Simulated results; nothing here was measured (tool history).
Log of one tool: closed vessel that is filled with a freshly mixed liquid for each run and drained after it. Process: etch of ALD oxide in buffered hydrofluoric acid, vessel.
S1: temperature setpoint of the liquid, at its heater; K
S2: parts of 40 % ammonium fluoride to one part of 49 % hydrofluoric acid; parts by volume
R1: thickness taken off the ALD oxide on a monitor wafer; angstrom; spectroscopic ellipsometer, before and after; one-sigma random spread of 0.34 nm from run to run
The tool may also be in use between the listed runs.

Run 1, day 0: S1 293.15 K, S2 19 parts by volume, time in the liquid (s) 100. Result: R1 792.6 angstrom.
Run 2, day 0.304: S1 293.15 K, S2 19 parts by volume, time in the liquid (s) 100. Result: R1 790.41 angstrom.
Run 3, day 0.617: S1 293.15 K, S2 19 parts by volume, time in the liquid (s) 100. Result: R1 788.22 angstrom.
Run 4, day 0.879: S1 292.15 K, S2 19.5 parts by volume, time in the liquid (s) 100. Result: R1 727.31 angstrom.
At day 1.221: thermometer replaced.
Run 5, day 1.221: S1 291.65 K, S2 20 parts by volume, time in the liquid (s) 100. Result: R1 752.05 angstrom.
Run 6, day 1.246: S1 291.15 K, S2 22 parts by volume, time in the liquid (s) 100. Result: R1 689.24 angstrom.

Run 7, settings as shown, results not yet in. Your forecast:
Run 7, day 1.379: S1 290.65 K, S2 23 parts by volume, time in the liquid (s) 100. Result: R1 ?.

R1: 648.63 angstrom
